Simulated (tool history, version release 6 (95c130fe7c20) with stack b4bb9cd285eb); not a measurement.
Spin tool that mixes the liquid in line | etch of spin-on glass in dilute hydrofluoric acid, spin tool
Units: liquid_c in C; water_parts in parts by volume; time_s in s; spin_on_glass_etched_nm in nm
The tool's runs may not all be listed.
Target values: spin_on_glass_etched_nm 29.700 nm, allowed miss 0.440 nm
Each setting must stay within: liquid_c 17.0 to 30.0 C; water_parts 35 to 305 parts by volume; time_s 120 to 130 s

run,hour,liquid_c,water_parts,time_s,spin_on_glass_etched_nm
1,0.0,22.0,170,120,27.674
2,4.9,22.0,205,120,21.943
3,6.2,22.0,205,130,23.705
4,8.3,23.5,205,130,25.321
5,17.2,22.5,205,130,24.314
6,25.9,19.5,205,130,21.612
7,27.4,21.0,205,130,22.967
8,34.8,22.5,205,130,24.101
9,36.7,24.0,205,130,25.586
10,42.2,25.0,205,130,26.527
11,43.6,25.5,205,130,27.060
12,45.5,26.0,205,130,27.586
13,46.8,26.5,205,130,28.139
14,49.8,27.0,205,130,28.560

Next run, 5 choices. One meets every target within its allowed miss, the rest don't. Which?
A,52.8,26.0,180,120,?
B,52.8,28.0,210,130,?
C,52.8,27.0,190,120,?
D,52.8,25.5,185,120,?
E,52.8,26.5,185,125,?

move,spin_on_glass_etched_nm
A,29.805
B,28.720
C,28.944
D,28.310
E,30.586
A: each result inside its tolerance
B: nearer than the last run, and not there yet
C: nearer than the last run, and not there yet
D: lands further from the targets than the last run did
E: takes the result that was furthest off past its target
A is the move that brings every result within its allowed miss.
